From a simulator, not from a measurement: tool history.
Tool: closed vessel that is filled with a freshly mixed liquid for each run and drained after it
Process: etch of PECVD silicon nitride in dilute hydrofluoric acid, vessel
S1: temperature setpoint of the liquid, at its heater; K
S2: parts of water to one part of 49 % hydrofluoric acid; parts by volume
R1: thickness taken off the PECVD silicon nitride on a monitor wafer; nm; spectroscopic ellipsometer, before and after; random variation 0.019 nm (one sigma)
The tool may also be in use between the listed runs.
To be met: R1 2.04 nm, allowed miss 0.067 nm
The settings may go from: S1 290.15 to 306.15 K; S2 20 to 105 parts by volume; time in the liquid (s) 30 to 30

Run 1, day 0: S1 298.15 K, S2 55 parts by volume, time in the liquid (s) 30. Result: R1 2.6354 nm.
Run 2, day 0.221: S1 297.15 K, S2 55 parts by volume, time in the liquid (s) 30. Result: R1 2.4949 nm.
Run 3, day 0.312: S1 296.15 K, S2 55 parts by volume, time in the liquid (s) 30. Result: R1 2.3073 nm.
Run 4, day 0.467: S1 295.65 K, S2 55 parts by volume, time in the liquid (s) 30. Result: R1 2.2529 nm.
Run 5, day 0.846: S1 297.65 K, S2 55 parts by volume, time in the liquid (s) 30. Result: R1 2.6054 nm.
Run 6, day 1.117: S1 301.15 K, S2 55 parts by volume, time in the liquid (s) 30. Result: R1 3.2613 nm.
Run 7, day 1.183: S1 297.15 K, S2 55 parts by volume, time in the liquid (s) 30. Result: R1 2.4961 nm.
Run 8, day 1.483: S1 296.15 K, S2 55 parts by volume, time in the liquid (s) 30. Result: R1 2.3285 nm.
Run 9, day 1.696: S1 295.65 K, S2 55 parts by volume, time in the liquid (s) 30. Result: R1 2.2704 nm.
Run 10, day 1.754: S1 295.15 K, S2 55 parts by volume, time in the liquid (s) 30. Result: R1 2.1958 nm.

4 next moves are on the table. One of them brings every result within its allowed miss. Which?
Run A, day 1.812: S1 294.15 K, S2 55 parts by volume, time in the liquid (s) 30. Result: R1 ?.
Run B, day 1.812: S1 294.65 K, S2 60 parts by volume, time in the liquid (s) 30. Result: R1 ?.
Run C, day 1.812: S1 292.65 K, S2 45 parts by volume, time in the liquid (s) 30. Result: R1 ?.
Run D, day 1.812: S1 296.15 K, S2 55 parts by volume, time in the liquid (s) 30. Result: R1 ?.

move      R1
   A   2.014
   B  1.9146
   C  2.2062
   D  2.3088
A: meets every target
B: takes the result that was furthest off past its target
C: further off than the last run
D: further off than the last run
Answer: A
